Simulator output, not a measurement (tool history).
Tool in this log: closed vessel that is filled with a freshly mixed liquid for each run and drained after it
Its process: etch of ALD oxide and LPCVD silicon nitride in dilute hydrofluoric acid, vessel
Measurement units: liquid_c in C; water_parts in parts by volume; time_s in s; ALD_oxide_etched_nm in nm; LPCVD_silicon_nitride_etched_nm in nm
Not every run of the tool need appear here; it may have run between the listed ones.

run  hour  liquid_c  water_parts  time_s  ALD_oxide_etched_nm  LPCVD_silicon_nitride_etched_nm
  1     0        20          290     115               6.1938                           0.1766
  2   6.7        20          215     115               8.9271                          0.22797
  3  14.1      17.5          215     115               8.2574                          0.22092
  4  19.9      17.5          215      90               6.3862                          0.15078
  5  24.9      17.5          175      90               8.0784                          0.13975
  6  28.4      17.5          130      90               11.571                          0.21835
  7  32.7      17.5          180      90               7.9156                          0.17415
  8  38.3      17.5          225      90               6.1206                           0.1326

Run 9 comes next. What will it give?
  9  45.6        18          340      90                    ?                                ?

ALD_oxide_etched_nm: 3.7411 nm
LPCVD_silicon_nitride_etched_nm: 0.093043 nm
